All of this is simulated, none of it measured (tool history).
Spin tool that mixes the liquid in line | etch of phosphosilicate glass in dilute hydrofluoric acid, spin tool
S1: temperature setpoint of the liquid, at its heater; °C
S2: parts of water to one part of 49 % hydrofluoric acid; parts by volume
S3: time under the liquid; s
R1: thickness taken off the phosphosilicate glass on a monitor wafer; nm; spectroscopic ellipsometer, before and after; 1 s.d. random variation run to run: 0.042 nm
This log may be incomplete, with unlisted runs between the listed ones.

| run | hour | S1 | S2 | S3 | R1 |
|---|---|---|---|---|---|
| 1 | 0.0 | 21.0 | 170 | 25 | 15.460 |
| 2 | 4.6 | 23.0 | 170 | 25 | 16.699 |
| 3 | 12.7 | 23.0 | 125 | 25 | 24.142 |
| 4 | 19.8 | 23.0 | 125 | 25 | 24.004 |
| 5 | 20.9 | 23.0 | 125 | 25 | 24.151 |
| 6 | 28.8 | 22.5 | 130 | 25 | 22.645 |

Expected results for the next run?
| 7 | 31.8 | 22.0 | 135 | 25 | ? |

Run 7 came out at R1 21.314 nm.
